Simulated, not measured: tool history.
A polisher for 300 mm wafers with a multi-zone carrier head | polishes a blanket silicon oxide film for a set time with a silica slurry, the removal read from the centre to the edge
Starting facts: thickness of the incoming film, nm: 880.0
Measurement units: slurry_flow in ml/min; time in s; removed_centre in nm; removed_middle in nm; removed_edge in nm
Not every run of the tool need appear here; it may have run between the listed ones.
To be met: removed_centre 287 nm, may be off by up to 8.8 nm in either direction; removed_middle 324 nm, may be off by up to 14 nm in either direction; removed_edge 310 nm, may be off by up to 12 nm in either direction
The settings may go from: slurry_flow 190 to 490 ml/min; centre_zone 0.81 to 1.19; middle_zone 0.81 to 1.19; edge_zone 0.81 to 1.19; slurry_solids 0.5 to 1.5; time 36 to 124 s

run  hour  slurry_flow  centre_zone  middle_zone  edge_zone  slurry_solids  time  removed_centre  removed_middle  removed_edge
  1     0          315            1            1          1              1    79          234.99           229.1        226.61
  2   2.4          315         0.99         1.02       1.02            1.1    79          240.95          249.45        240.19
  3   7.7          315         0.99         1.02       1.02           1.25    79          259.95          259.25        258.72
  4  11.6          315         0.99         1.02       0.94           1.25    79          257.94          263.18        248.97
  5  15.5          315         0.99         1.04       0.97            1.3    79          260.22           271.8         251.4
  6  19.8          315         0.99         1.04       0.97            1.3    68          224.78          230.95        215.75
  7  27.8          315         0.98         1.05       0.99           1.35    71           236.1           243.6        234.66
  8  28.5          315         0.98         1.07       1.01            1.4    73          246.64          253.46        243.35
  9  37.4          315         0.97         1.07       1.01            1.4    76           249.7          272.97        261.46

Which single option among these 5 for the next run brings every result within its allowed miss of target? Just one does.
  A  46.3          295         1.01         1.06       0.96            1.5    82               ?               ?             ?
  B  46.3          380         0.92         1.07       1.04           1.45    88               ?               ?             ?
  C  46.3          355         0.93         1.09       0.89           1.35    90               ?               ?             ?
  D  46.3          345         1.02         1.09       0.96            1.5    86               ?               ?             ?
  E  46.3          265         0.92         0.93       1.19            1.5    89               ?               ?             ?

move  removed_centre  removed_middle  removed_edge
   A          288.12             298         275.7
   B          283.93          323.75        307.51
   C           284.2          325.93        283.19
   D          308.68          323.41        291.34
   E          282.91          287.51        331.76
A: the furthest-off result lands on target, but another misses its tolerance
B: meets every target
C: the furthest-off result lands on target, but another misses its tolerance
D: carries the result that was furthest off beyond its target, to the other side
E: the furthest-off result lands on target, but another misses its tolerance
The move that meets every target is B.
